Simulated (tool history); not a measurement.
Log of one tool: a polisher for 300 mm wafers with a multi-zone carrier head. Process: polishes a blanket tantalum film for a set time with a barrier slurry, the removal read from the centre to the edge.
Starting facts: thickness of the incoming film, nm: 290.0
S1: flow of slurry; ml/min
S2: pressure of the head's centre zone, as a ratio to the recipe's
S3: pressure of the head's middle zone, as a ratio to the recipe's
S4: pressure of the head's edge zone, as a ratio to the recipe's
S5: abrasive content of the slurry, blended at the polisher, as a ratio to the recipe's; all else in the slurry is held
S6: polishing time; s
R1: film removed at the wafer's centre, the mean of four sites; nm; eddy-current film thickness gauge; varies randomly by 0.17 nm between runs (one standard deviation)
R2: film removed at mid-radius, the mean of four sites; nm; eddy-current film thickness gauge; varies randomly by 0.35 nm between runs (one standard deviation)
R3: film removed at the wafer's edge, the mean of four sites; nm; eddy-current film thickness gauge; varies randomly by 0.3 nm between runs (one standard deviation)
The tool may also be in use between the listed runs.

run,hour,S1,S2,S3,S4,S5,S6,R1,R2,R3
1,0,160,1,1,1,1,42,45.514,47.08,44.342
2,1.2,160,0.93,1,1,1,42,42.43,49.509,43.6
3,9.1,160,1,1,1,1,42,45.264,47.018,44.758
4,11.9,155,0.98,0.99,0.99,0.95,40,42.054,44.72,41.292
5,20.6,150,0.96,0.98,0.99,0.9,38,38.1,41.387,38.342
6,23.6,145,0.95,0.97,0.98,0.85,36,34.446,38.468,36.121
7,31.7,145,0.95,0.97,0.96,0.8,34,32.486,35.868,32.238
8,40,145,0.95,0.97,0.96,0.8,34,32.968,35.152,33.018
9,47.5,125,0.85,1.03,0.86,0.55,22,16.397,21.406,18.55

Run 10 is up next; what results do you expect?
10,50.4,135,0.85,1.03,0.86,0.55,22,?,?,?

R1: 16.673 nm
R2: 21.391 nm
R3: 18.711 nm
